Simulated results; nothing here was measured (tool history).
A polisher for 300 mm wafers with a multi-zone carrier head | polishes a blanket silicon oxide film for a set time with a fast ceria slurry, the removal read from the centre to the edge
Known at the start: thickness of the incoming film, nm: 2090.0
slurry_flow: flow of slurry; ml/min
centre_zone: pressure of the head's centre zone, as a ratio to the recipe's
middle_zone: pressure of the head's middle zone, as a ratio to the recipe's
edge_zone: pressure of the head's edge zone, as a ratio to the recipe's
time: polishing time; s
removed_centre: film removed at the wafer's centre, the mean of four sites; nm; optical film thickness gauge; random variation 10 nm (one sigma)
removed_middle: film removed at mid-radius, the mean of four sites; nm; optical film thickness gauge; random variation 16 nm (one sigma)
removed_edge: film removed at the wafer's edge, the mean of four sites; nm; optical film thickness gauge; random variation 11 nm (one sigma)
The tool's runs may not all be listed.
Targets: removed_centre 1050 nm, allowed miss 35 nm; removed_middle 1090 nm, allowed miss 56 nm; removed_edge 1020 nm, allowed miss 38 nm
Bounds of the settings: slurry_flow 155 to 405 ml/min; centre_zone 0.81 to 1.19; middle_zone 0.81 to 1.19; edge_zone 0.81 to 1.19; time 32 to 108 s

run,hour,slurry_flow,centre_zone,middle_zone,edge_zone,time,removed_centre,removed_middle,removed_edge
1,0,260,1,1,1,70,674.82,687.54,668.1
2,2.2,260,1,1,0.92,70,700.08,692.35,640.42
3,6.4,260,1,0.94,0.92,70,691.07,648.29,634.25
4,9.8,260,1,0.94,0.97,70,689.72,652.55,654.15
5,17.3,260,1,0.86,0.97,70,693.67,599.83,659.56
6,18,260,1,0.93,0.97,70,689.25,647.07,657.59
7,23.9,265,1.03,0.97,1.01,76,767.4,728.67,722.01
8,31.1,265,1.04,0.99,1.04,82,835.26,788.14,798.96
9,33.6,270,1.05,1.03,1.06,86,887.89,867.35,844.94
10,38.7,270,1.05,1.03,1.06,86,893.18,880.75,834.99
11,44.2,270,1.05,1.04,1.08,89,914.36,901,881.67
12,47,275,1.06,1.06,1.1,91,945.62,952.48,904.78
13,51.1,275,1.06,1.07,1.11,93,952.71,998,934.06
14,52.7,280,1.07,1.07,1.12,94,978.29,986.83,945.51
15,55.4,280,1.07,1.08,1.12,95,1003.2,990.88,965.3
16,58.9,280,1.07,1.09,1.12,96,1013.5,1003,973.9
17,63.1,275,1.07,1.11,1.12,97,1021,1037.1,968.66

5 next moves are on the table. One of them brings every result within its allowed miss. Which?
A,67.3,325,1.04,1.19,0.88,96,?,?,?
B,67.3,280,1.05,1.19,1.02,96,?,?,?
C,67.3,320,1.04,0.9,1.12,103,?,?,?
D,67.3,285,1.12,1.12,1.04,92,?,?,?
E,67.3,300,1.04,1.11,1.11,100,?,?,?

move,removed_centre,removed_middle,removed_edge
A,1015.5,1102,867.62
B,1010.3,1087.2,920.81
C,1085.7,931.3,1048.5
D,1034.6,990.08,892.79
E,1049,1073.2,1006.2
A: further off than the last run
B: further off than the last run
C: brings the result that was furthest off to its target, and leaves another outside
D: further off than the last run
E: meets every target
Move E is the one to make.
